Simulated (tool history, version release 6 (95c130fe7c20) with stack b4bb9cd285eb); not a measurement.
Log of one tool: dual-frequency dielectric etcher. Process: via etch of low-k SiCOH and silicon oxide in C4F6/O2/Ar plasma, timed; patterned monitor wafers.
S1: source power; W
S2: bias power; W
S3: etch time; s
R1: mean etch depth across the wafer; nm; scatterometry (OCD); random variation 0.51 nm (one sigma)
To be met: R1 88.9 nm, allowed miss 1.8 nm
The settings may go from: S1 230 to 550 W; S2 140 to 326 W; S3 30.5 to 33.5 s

| run | day | S1 | S2 | S3 | R1 |
|---|---|---|---|---|---|
| 1 | 0 | 390 | 233 | 33.5 | 80.412 |
| 2 | 0.146 | 390 | 196 | 33.5 | 77.71 |
| 3 | 0.333 | 430 | 202 | 33.5 | 80.567 |
| 4 | 0.438 | 360 | 202 | 33.5 | 76.055 |
| 5 | 0.767 | 410 | 211 | 33.5 | 80.15 |
| 6 | 0.825 | 410 | 231 | 33.5 | 81.825 |
| 7 | 0.983 | 440 | 236 | 33.5 | 84.424 |
| 8 | 1.288 | 460 | 239 | 33.5 | 86.116 |
| 9 | 1.546 | 470 | 241 | 33.5 | 86.676 |

5 next moves are on the table. One of them brings every result within its allowed miss. Which?
| A | 1.804 | 470 | 228 | 33 | ? |
| B | 1.804 | 480 | 245 | 32 | ? |
| C | 1.804 | 480 | 283 | 31.5 | ? |
| D | 1.804 | 460 | 237 | 31.5 | ? |
| E | 1.804 | 440 | 316 | 33 | ? |

| move | R1 |
|---|---|
| A | 84.318 |
| B | 83.725 |
| C | 85.291 |
| D | 80.58 |
| E | 89.129 |
A: further off than the last run
B: further off than the last run
C: further off than the last run
D: further off than the last run
E: meets every target
Answer: E

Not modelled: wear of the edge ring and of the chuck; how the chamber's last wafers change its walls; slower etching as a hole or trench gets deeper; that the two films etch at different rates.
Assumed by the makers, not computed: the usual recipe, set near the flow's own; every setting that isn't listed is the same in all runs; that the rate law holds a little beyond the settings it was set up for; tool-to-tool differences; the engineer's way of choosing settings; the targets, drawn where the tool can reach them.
